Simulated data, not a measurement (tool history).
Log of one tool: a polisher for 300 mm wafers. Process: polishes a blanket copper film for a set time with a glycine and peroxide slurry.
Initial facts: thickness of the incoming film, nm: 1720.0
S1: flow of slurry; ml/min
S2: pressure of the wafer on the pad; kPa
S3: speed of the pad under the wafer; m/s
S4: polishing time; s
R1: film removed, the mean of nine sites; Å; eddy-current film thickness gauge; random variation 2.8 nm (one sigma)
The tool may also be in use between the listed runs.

{"run": 1, "hour": 0.0, "S1": 200, "S2": 16.5, "S3": 1.06, "S4": 100, "R1": 4537.4}
{"run": 2, "hour": 0.6, "S1": 200, "S2": 16.5, "S3": 1.2, "S4": 100, "R1": 5036.1}
{"run": 3, "hour": 8.1, "S1": 195, "S2": 15.2, "S3": 1.2, "S4": 100, "R1": 4746.3}
{"run": 4, "hour": 13.0, "S1": 195, "S2": 14.5, "S3": 1.2, "S4": 100, "R1": 4605.4}
{"run": 5, "hour": 18.5, "S1": 195, "S2": 14.5, "S3": 1.2, "S4": 100, "R1": 4658.7}
{"run": 6, "hour": 26.9, "S1": 195, "S2": 13.8, "S3": 1.2, "S4": 100, "R1": 4472.3}
{"run": 7, "hour": 30.4, "S1": 195, "S2": 13.1, "S3": 1.2, "S4": 100, "R1": 4301.6}
{"run": 8, "hour": 38.5, "S1": 195, "S2": 12.4, "S3": 1.2, "S4": 100, "R1": 4178.0}

The next listed run, before its measurement:
{"run": 9, "hour": 47.4, "S1": 195, "S2": 11.7, "S3": 1.2, "S4": 100, "R1": "?"}

R1: 4070.5 Å

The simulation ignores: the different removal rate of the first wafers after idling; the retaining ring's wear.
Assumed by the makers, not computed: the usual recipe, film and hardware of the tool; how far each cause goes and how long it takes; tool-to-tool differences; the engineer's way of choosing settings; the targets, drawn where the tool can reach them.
